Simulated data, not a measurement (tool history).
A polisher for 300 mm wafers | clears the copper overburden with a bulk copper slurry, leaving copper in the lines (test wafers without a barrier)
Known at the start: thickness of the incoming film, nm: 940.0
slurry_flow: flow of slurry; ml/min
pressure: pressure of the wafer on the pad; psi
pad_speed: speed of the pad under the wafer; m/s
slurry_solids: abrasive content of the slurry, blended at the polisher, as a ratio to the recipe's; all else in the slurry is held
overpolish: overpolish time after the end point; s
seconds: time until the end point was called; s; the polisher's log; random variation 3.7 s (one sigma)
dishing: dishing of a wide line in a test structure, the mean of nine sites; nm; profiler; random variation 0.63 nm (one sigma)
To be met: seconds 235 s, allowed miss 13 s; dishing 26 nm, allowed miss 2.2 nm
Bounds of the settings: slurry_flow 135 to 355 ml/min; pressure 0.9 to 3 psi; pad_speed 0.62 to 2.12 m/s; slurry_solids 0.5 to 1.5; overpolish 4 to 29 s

run,hour,slurry_flow,pressure,pad_speed,slurry_solids,overpolish,seconds,dishing
1,0,225,1.9,1.36,1,15,129.68,59.467
2,4.8,225,1.9,1.36,1,12,125.47,52.814
3,9,225,1.9,1.06,1,12,160.76,45.026
4,16.3,225,1.7,1.06,1,10,178.08,34.446
5,22.9,225,1.4,1.06,1,10,215.73,30.461
6,25.9,185,1.4,1.06,1,10,219.47,28.159
7,34.5,180,1.4,1.06,1,10,225.41,28.397
8,41.7,175,1.4,1.06,1,10,223.45,29.587

Which of these 4 next moves meets every target?
A,48.9,135,1.2,1.1,1.5,9,?,?
B,48.9,240,1.2,1,0.8,15,?,?
C,48.9,165,1.5,0.96,0.95,12,?,?
D,48.9,165,1.2,1.14,1.1,13,?,?

move,seconds,dishing
A,238.37,25.739
B,279.72,34.013
C,234.52,33.531
D,242.18,34.039
A: meets every target
B: further off than the last run
C: further off than the last run
D: further off than the last run
Answer: A
